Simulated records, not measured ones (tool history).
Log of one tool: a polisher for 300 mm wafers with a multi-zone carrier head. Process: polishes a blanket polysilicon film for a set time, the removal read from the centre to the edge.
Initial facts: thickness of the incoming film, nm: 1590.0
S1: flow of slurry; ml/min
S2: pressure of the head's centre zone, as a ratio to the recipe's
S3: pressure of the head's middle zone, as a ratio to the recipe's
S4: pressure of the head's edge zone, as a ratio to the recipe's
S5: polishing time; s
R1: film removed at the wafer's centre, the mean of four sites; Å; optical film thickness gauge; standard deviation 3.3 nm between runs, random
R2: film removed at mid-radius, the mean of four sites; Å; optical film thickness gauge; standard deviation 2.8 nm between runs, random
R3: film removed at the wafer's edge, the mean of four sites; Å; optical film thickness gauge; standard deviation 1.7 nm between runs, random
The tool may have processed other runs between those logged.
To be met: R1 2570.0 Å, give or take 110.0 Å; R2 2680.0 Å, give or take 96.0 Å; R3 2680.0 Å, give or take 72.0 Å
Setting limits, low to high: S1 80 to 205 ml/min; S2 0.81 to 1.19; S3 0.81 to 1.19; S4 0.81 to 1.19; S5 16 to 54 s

Run 1, hour 0.0: S1 135 ml/min, S2 1.00, S3 1.00, S4 1.00, S5 35 s. Result: R1 2233.5 Å, R2 2217.3 Å, R3 2145.0 Å.
Run 2, hour 2.4: S1 135 ml/min, S2 1.00, S3 1.00, S4 1.07, S5 35 s. Result: R1 2204.9 Å, R2 2173.5 Å, R3 2219.7 Å.
Run 3, hour 8.5: S1 115 ml/min, S2 1.00, S3 1.00, S4 1.07, S5 35 s. Result: R1 2115.3 Å, R2 2114.2 Å, R3 2177.9 Å.
Run 4, hour 16.6: S1 115 ml/min, S2 1.00, S3 1.00, S4 0.99, S5 35 s. Result: R1 2106.2 Å, R2 2137.1 Å, R3 2058.1 Å.
Run 5, hour 20.5: S1 125 ml/min, S2 1.00, S3 1.01, S4 1.02, S5 35 s. Result: R1 2134.1 Å, R2 2208.9 Å, R3 2140.2 Å.
Run 6, hour 28.8: S1 135 ml/min, S2 1.00, S3 1.02, S4 1.04, S5 35 s. Result: R1 2195.6 Å, R2 2217.0 Å, R3 2198.8 Å.
Run 7, hour 30.2: S1 170 ml/min, S2 0.98, S3 1.12, S4 1.14, S5 38 s. Result: R1 2519.5 Å, R2 2689.0 Å, R3 2538.2 Å.
Run 8, hour 37.0: S1 170 ml/min, S2 0.98, S3 1.12, S4 1.15, S5 38 s. Result: R1 2429.2 Å, R2 2726.1 Å, R3 2559.2 Å.

Which one of the following 4 next-run settings gets every result inside its allowed miss? There is exactly one.
Run A, hour 43.8: S1 190 ml/min, S2 0.98, S3 1.06, S4 1.14, S5 39 s. Result: R1 ?, R2 ?, R3 ?.
Run B, hour 43.8: S1 160 ml/min, S2 0.99, S3 1.16, S4 1.13, S5 38 s. Result: R1 ?, R2 ?, R3 ?.
Run C, hour 43.8: S1 205 ml/min, S2 1.01, S3 1.19, S4 1.09, S5 36 s. Result: R1 ?, R2 ?, R3 ?.
Run D, hour 43.8: S1 200 ml/min, S2 1.07, S3 1.12, S4 1.08, S5 37 s. Result: R1 ?, R2 ?, R3 ?.

move      R1      R2      R3
   A  2631.0  2694.9  2618.4
   B  2507.1  2722.8  2487.3
   C  2517.5  2728.5  2378.0
   D  2694.2  2676.0  2428.4
A: all results in spec
B: moves away from the targets compared with the last run
C: moves away from the targets compared with the last run
D: moves away from the targets compared with the last run
A meets every target.
